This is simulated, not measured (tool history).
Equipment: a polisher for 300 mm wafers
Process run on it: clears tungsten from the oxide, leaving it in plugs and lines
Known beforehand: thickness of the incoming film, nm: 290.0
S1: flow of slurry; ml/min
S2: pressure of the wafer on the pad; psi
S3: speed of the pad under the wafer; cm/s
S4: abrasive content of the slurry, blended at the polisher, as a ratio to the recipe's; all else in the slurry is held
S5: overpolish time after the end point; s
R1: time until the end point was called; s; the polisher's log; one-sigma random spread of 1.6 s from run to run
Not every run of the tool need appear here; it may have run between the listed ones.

run  hour   S1   S2  S3   S4  S5      R1
  1     0  145  2.5  88    1  32  124.52
  2   8.4  145  2.5  88    1  34  124.23
  3  14.4  145  2.5  88  0.8  34   130.7
  4  19.7  145  2.5  88  0.7  34  137.67
  5  20.9  145  2.5  74  0.7  34   163.3
  6  26.9  145  2.9  74  0.7  34  140.06

Run 7 comes next. What will it give?
  7    34  140  2.8  74  0.7  34   ?

Logged for run 7: R1 144.26 s.
